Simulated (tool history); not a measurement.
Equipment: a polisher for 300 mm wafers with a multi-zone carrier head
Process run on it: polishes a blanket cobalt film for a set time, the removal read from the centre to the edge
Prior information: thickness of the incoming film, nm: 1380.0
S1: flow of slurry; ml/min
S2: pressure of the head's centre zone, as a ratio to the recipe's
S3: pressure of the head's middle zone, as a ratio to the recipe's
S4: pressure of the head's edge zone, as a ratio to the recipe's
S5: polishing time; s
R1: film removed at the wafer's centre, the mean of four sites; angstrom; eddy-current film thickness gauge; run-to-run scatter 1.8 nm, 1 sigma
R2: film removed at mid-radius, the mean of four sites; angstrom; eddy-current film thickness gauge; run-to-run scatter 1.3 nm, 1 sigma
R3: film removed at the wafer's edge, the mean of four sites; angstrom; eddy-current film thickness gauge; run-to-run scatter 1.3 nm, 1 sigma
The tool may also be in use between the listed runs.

{"run": 1, "hour": 0.0, "S1": 130, "S2": 1, "S3": 1, "S4": 1, "S5": 36, "R1": 1391, "R2": 1422.3, "R3": 1415}
{"run": 2, "hour": 8.9, "S1": 130, "S2": 0.92, "S3": 1, "S4": 1, "S5": 36, "R1": 1277.8, "R2": 1416.4, "R3": 1423.6}
{"run": 3, "hour": 15.8, "S1": 140, "S2": 0.92, "S3": 1.03, "S4": 1.03, "S5": 37, "R1": 1353.7, "R2": 1534.3, "R3": 1505.6}
{"run": 4, "hour": 22.9, "S1": 150, "S2": 0.91, "S3": 1.05, "S4": 1.06, "S5": 37, "R1": 1350.1, "R2": 1588.2, "R3": 1535.2}
{"run": 5, "hour": 24.4, "S1": 150, "S2": 0.86, "S3": 1.05, "S4": 1.06, "S5": 37, "R1": 1290.3, "R2": 1574.1, "R3": 1528.7}
{"run": 6, "hour": 25.5, "S1": 155, "S2": 0.87, "S3": 1.07, "S4": 1.08, "S5": 38, "R1": 1335.4, "R2": 1674.8, "R3": 1594.4}

For run 7, what comes out?
{"run": 7, "hour": 27.9, "S1": 160, "S2": 0.88, "S3": 1.08, "S4": 1.1, "S5": 38, "R1": "?", "R2": "?", "R3": "?"}

Logged for run 7: R1 1334.9 angstrom, R2 1691.6 angstrom, R3 1610.6 angstrom.
